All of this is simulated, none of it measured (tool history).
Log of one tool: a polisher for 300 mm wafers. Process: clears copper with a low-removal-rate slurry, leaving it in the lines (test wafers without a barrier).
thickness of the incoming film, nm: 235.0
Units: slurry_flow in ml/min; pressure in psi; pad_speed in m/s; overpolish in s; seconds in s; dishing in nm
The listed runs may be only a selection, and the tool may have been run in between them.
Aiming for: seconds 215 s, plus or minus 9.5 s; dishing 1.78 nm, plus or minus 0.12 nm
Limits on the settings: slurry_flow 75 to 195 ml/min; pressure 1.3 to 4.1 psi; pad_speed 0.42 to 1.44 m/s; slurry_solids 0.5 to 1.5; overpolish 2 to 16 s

run  hour  slurry_flow  pressure  pad_speed  slurry_solids  overpolish  seconds  dishing
  1     0          125       2.7       0.92              1           8    111.2    12.81
  2   6.9          125       2.7       0.92           1.15           8   108.16   13.398
  3  14.4          125       2.7       0.92           1.25           8   108.77   14.215
  4  16.6          125       2.7       1.14           1.25           8   85.706   17.319
  5    18          125       2.7       1.14           1.15           8   88.906   15.683
  6  24.4          155       2.7       1.14           1.15           8   86.273   17.453
  7  30.6          125       2.2       1.02            0.9           6   121.24   9.1917
  8    32          125       2.2       1.02            0.9           6    123.9   8.7334

Exactly one of the 5 candidate moves below puts every result within its allowed miss. Which one?
  A  33.4          120       1.5       0.78            0.7           6        ?        ?
  B  33.4          115       1.3       0.72           0.85           7        ?        ?
  C  33.4          120       1.7        0.7           0.95           2        ?        ?
  D  33.4          135       3.9       1.44           0.95          11        ?        ?
  E  33.4          125       1.8       0.62            0.6           6        ?        ?

move  seconds  dishing
   A   235.24   4.8788
   B   262.84   5.0849
   C   215.44   1.8016
   D   54.823   34.235
   E   272.66   4.2256
A: closer than the last run, but not yet in spec
B: closer than the last run, but not yet in spec
C: in spec on every target
D: misses by more than the last run did
E: closer than the last run, but not yet in spec
So the answer is move C, the one that meets all the targets.
